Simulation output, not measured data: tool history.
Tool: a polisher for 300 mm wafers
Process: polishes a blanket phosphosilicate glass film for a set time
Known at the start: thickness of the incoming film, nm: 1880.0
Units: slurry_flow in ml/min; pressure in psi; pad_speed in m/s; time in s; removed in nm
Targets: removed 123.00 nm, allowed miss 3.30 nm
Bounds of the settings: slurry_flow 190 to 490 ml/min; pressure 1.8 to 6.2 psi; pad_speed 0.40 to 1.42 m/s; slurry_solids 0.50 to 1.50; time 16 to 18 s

run	hour	slurry_flow	pressure	pad_speed	slurry_solids	time	removed
1	0.0	315	4.0	0.90	1.00	18	149.76
2	2.5	315	3.8	0.90	1.00	18	146.19
3	6.8	315	3.8	1.12	1.00	18	163.97
4	14.1	315	3.8	1.00	1.00	18	155.24
5	17.8	260	3.8	1.00	1.00	18	149.80
# hour 24.2: slurry nozzle cleaned
6	24.2	260	3.8	1.00	0.80	18	144.59
7	25.7	260	3.6	1.00	0.80	18	136.86
8	26.5	260	3.5	1.00	0.80	18	134.79
9	34.4	260	3.5	1.00	0.80	18	132.82
10	38.9	260	3.4	1.00	0.80	18	131.00

Which of these 5 next moves meets every target?
A	43.4	245	3.1	1.22	0.80	18	?
B	43.4	230	3.4	1.02	0.80	17	?
C	43.4	305	3.4	1.02	0.85	18	?
D	43.4	305	3.4	1.02	0.85	17	?
E	43.4	190	3.6	0.98	1.05	17	?

move	removed
A	136.05
B	123.28
C	137.67
D	130.02
E	134.19
A: further off than the last run
B: meets every target
C: further off than the last run
D: nearer than the last run, and not there yet
E: further off than the last run
Move B is the one to make.
